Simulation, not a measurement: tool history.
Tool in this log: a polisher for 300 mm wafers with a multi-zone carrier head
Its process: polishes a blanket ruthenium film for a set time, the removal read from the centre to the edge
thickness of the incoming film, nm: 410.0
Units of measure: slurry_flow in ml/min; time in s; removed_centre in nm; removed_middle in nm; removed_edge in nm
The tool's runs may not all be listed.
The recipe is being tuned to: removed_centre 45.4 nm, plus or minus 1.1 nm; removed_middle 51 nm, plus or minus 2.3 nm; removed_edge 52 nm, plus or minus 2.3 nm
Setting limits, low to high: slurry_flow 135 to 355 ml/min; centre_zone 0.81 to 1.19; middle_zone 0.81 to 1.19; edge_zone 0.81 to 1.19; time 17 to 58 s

run    day  slurry_flow  centre_zone  middle_zone  edge_zone  time  removed_centre  removed_middle  removed_edge
  1      0          225            1            1          1    37          41.169          41.587         40.65
  2  0.329          225            1         1.06          1    37           40.87          44.795        41.576
  3  0.421          225         1.07         1.06          1    37          43.141          44.101         41.01
  4  0.596          255         1.07         1.06          1    37          44.646          45.629        41.683
  5  0.671          255         1.07         1.06       1.06    37          44.825          43.938        42.386
  6  0.971          230         1.07         1.06       1.06    37          43.715            43.6        42.255
  7  1.183          230         1.06         1.07       1.07    38          44.626          43.991        43.734
  8  1.496          230         1.05         1.08       1.08    38          43.874          46.319        43.857
  9  1.638          225         1.04         1.08       1.09    39          44.767          46.127        45.049
 10      2          225         1.03         1.08        1.1    39          43.987          47.052        45.041
     2.204  -- slurry nozzle cleaned
 11  2.204          220         1.02         1.08       1.11    40          46.047          49.346         48.47
 12  2.517          220         1.02         1.08       1.12    40          46.069          49.377        47.502

Exactly one of the 4 candidate moves below puts every result within its allowed miss. Which one?
  A  2.829          335         0.99         1.18       1.13    42               ?               ?             ?
  B  2.829          280         0.92         1.19       1.14    43               ?               ?             ?
  C  2.829          315         1.02         1.19       0.94    41               ?               ?             ?
  D  2.829          200         0.91            1       1.07    45               ?               ?             ?

move  removed_centre  removed_middle  removed_edge
   A          49.095          55.933        51.939
   B          45.917          56.803        52.756
   C          49.123          54.692        47.036
   D          45.768          50.392        52.627
A: gets the furthest-off result to its target, but another result is out of tolerance
B: gets the furthest-off result to its target, but another result is out of tolerance
C: the biggest miss grows against the last run
D: every result lands within tolerance
Answer: D
